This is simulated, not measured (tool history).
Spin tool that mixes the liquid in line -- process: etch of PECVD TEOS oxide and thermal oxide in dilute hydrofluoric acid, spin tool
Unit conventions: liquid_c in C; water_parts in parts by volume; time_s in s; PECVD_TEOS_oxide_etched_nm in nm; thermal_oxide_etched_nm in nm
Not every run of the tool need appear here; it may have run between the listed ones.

{"run": 1, "hour": 0.0, "liquid_c": 23, "water_parts": 235, "time_s": 180, "PECVD_TEOS_oxide_etched_nm": 8.9617, "thermal_oxide_etched_nm": 3.1101}
{"run": 2, "hour": 8.5, "liquid_c": 25.5, "water_parts": 235, "time_s": 180, "PECVD_TEOS_oxide_etched_nm": 9.715, "thermal_oxide_etched_nm": 3.458}
{"run": 3, "hour": 9.8, "liquid_c": 25.5, "water_parts": 165, "time_s": 180, "PECVD_TEOS_oxide_etched_nm": 15.024, "thermal_oxide_etched_nm": 5.4703}
{"run": 4, "hour": 13.3, "liquid_c": 25.5, "water_parts": 245, "time_s": 180, "PECVD_TEOS_oxide_etched_nm": 9.2681, "thermal_oxide_etched_nm": 3.2635}
{"run": 5, "hour": 15.8, "liquid_c": 25.5, "water_parts": 170, "time_s": 180, "PECVD_TEOS_oxide_etched_nm": 14.519, "thermal_oxide_etched_nm": 5.1909}
{"hour": 20.3, "done": "thermometer replaced"}
{"run": 6, "hour": 20.3, "liquid_c": 25.5, "water_parts": 170, "time_s": 205, "PECVD_TEOS_oxide_etched_nm": 15.098, "thermal_oxide_etched_nm": 5.2659}
{"run": 7, "hour": 28.8, "liquid_c": 26, "water_parts": 155, "time_s": 205, "PECVD_TEOS_oxide_etched_nm": 17.201, "thermal_oxide_etched_nm": 6.1473}

For run 8, what comes out?
{"run": 8, "hour": 31.7, "liquid_c": 26.5, "water_parts": 145, "time_s": 210, "PECVD_TEOS_oxide_etched_nm": "?", "thermal_oxide_etched_nm": "?"}

{"run 8": {"PECVD_TEOS_oxide_etched_nm": 19.334, "thermal_oxide_etched_nm": 6.829}}
